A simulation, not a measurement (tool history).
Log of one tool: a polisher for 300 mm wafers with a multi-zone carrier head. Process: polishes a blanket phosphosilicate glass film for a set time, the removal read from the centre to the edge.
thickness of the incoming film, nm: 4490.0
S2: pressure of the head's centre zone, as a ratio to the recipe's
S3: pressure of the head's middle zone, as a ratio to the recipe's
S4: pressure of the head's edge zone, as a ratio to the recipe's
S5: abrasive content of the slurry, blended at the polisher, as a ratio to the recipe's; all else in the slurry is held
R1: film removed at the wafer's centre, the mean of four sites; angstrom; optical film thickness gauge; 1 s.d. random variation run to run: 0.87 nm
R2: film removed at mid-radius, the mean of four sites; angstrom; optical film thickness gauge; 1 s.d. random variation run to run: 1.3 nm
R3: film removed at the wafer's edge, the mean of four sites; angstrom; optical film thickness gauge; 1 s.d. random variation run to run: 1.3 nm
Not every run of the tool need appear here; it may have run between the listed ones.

{"run": 1, "day": 0.0, "flow of slurry (ml/min)": 315, "S2": 1, "S3": 1, "S4": 1, "S5": 1, "polishing time (s)": 55, "R1": 2960.2, "R2": 3015.3, "R3": 2924.1}
{"run": 2, "day": 0.154, "flow of slurry (ml/min)": 315, "S2": 1, "S3": 1, "S4": 1, "S5": 1, "polishing time (s)": 67, "R1": 3604.1, "R2": 3706.3, "R3": 3560.3}
{"run": 3, "day": 0.475, "flow of slurry (ml/min)": 305, "S2": 0.97, "S3": 1, "S4": 0.98, "S5": 0.9, "polishing time (s)": 62, "R1": 3145, "R2": 3213, "R3": 3093.1}
{"run": 4, "day": 0.65, "flow of slurry (ml/min)": 305, "S2": 1.05, "S3": 1, "S4": 0.98, "S5": 0.9, "polishing time (s)": 62, "R1": 3363.9, "R2": 3226.1, "R3": 3118.1}
{"run": 5, "day": 0.908, "flow of slurry (ml/min)": 300, "S2": 1.01, "S3": 1.02, "S4": 0.99, "S5": 0.85, "polishing time (s)": 57, "R1": 2900.1, "R2": 2973.6, "R3": 2855.1}
{"run": 6, "day": 1.133, "flow of slurry (ml/min)": 295, "S2": 0.98, "S3": 1.03, "S4": 0.98, "S5": 0.8, "polishing time (s)": 53, "R1": 2560.8, "R2": 2718, "R3": 2563.8}
{"run": 7, "day": 1.192, "flow of slurry (ml/min)": 230, "S2": 0.88, "S3": 1.06, "S4": 0.96, "S5": 0.55, "polishing time (s)": 38, "R1": 1422.4, "R2": 1696.5, "R3": 1603.2}

What does the tool deliver on the next run?
{"run": 8, "day": 1.217, "flow of slurry (ml/min)": 235, "S2": 0.88, "S3": 1.07, "S4": 0.96, "S5": 0.55, "polishing time (s)": 38, "R1": "?", "R2": "?", "R3": "?"}

{"run 8": {"R1": 1428.2, "R2": 1737.3, "R3": 1579}}
